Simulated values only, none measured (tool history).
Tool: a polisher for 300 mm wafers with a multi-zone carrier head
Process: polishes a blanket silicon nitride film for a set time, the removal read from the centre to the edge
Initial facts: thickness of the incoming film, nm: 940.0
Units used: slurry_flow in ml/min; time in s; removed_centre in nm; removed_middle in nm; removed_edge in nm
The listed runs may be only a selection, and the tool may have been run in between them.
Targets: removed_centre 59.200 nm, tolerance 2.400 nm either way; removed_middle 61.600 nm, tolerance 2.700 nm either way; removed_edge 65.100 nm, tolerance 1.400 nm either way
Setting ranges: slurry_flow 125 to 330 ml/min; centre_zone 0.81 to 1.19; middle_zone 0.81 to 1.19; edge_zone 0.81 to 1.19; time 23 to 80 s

run 1 day=0.000 | slurry_flow=210 centre_zone=1.00 middle_zone=1.00 edge_zone=1.00 time=51 | removed_centre=81.562 removed_middle=79.908 removed_edge=80.961
run 2 day=0.250 | slurry_flow=205 centre_zone=0.98 middle_zone=0.98 edge_zone=0.98 time=50 | removed_centre=80.927 removed_middle=79.723 removed_edge=79.039
run 3 day=0.550 | slurry_flow=205 centre_zone=0.93 middle_zone=0.98 edge_zone=0.98 time=50 | removed_centre=75.186 removed_middle=78.247 removed_edge=78.701
run 4 day=0.858 | slurry_flow=205 centre_zone=0.93 middle_zone=1.06 edge_zone=0.98 time=50 | removed_centre=76.686 removed_middle=82.554 removed_edge=78.770
run 5 day=0.946 | slurry_flow=200 centre_zone=0.92 middle_zone=1.03 edge_zone=0.98 time=49 | removed_centre=73.570 removed_middle=81.280 removed_edge=77.572
run 6 day=1.158 | slurry_flow=175 centre_zone=0.92 middle_zone=1.03 edge_zone=0.98 time=49 | removed_centre=72.524 removed_middle=77.962 removed_edge=75.884
run 7 day=1.404 | slurry_flow=175 centre_zone=0.92 middle_zone=1.03 edge_zone=0.98 time=49 | removed_centre=71.728 removed_middle=77.173 removed_edge=76.291
run 8 day=1.688 | slurry_flow=170 centre_zone=0.91 middle_zone=1.01 edge_zone=0.97 time=48 | removed_centre=68.399 removed_middle=75.262 removed_edge=73.082
run 9 day=1.846 | slurry_flow=165 centre_zone=0.91 middle_zone=0.98 edge_zone=0.97 time=48 | removed_centre=66.892 removed_middle=72.550 removed_edge=73.683

Exercise: of the 4 proposed moves below, exactly one satisfies all targets within the stated allowed misses. Which move is it?
run A day=2.004 | slurry_flow=130 centre_zone=0.92 middle_zone=0.97 edge_zone=1.00 time=43 | removed_centre=? removed_middle=? removed_edge=?
run B day=2.004 | slurry_flow=150 centre_zone=0.99 middle_zone=1.04 edge_zone=0.90 time=45 | removed_centre=? removed_middle=? removed_edge=?
run C day=2.004 | slurry_flow=140 centre_zone=1.05 middle_zone=0.82 edge_zone=1.11 time=50 | removed_centre=? removed_middle=? removed_edge=?
run D day=2.004 | slurry_flow=150 centre_zone=1.01 middle_zone=0.96 edge_zone=0.90 time=40 | removed_centre=? removed_middle=? removed_edge=?

move=A removed_centre=57.781 removed_middle=60.573 removed_edge=64.698
move=B removed_centre=67.503 removed_middle=69.356 removed_edge=66.672
move=C removed_centre=78.163 removed_middle=62.272 removed_edge=79.312
move=D removed_centre=61.190 removed_middle=57.616 removed_edge=59.327
A: meets every target
B: closer than the last run, but not yet in spec
C: its largest miss is bigger than the last run's
D: carries the result that was furthest off beyond its target, to the other side
Answer: A
